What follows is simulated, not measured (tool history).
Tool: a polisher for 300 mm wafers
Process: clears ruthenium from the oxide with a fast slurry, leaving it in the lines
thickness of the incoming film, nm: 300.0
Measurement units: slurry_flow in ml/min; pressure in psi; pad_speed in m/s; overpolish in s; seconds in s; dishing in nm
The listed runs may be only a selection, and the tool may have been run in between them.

run  hour  slurry_flow  pressure  pad_speed  slurry_solids  overpolish  seconds  dishing
  1   0.0          315       3.4       1.10            1.0          25   53.409   74.925
  2   6.1          315       3.3       1.10            1.0          27   56.124   78.340
  3   7.8          315       3.3       1.10            1.0          36   55.940   89.582
  4  10.3          315       3.3       1.36            1.0          36   47.123   97.334
  5  14.5          315       3.3       1.36            1.0          31   47.377   90.346
  6  16.8          315       3.2       1.36            1.0          33   47.632   90.636

What will run 7 give?
  7  24.0          315       3.1       1.34            1.0          35        ?        ?

seconds: 48.877 s
dishing: 94.664 nm

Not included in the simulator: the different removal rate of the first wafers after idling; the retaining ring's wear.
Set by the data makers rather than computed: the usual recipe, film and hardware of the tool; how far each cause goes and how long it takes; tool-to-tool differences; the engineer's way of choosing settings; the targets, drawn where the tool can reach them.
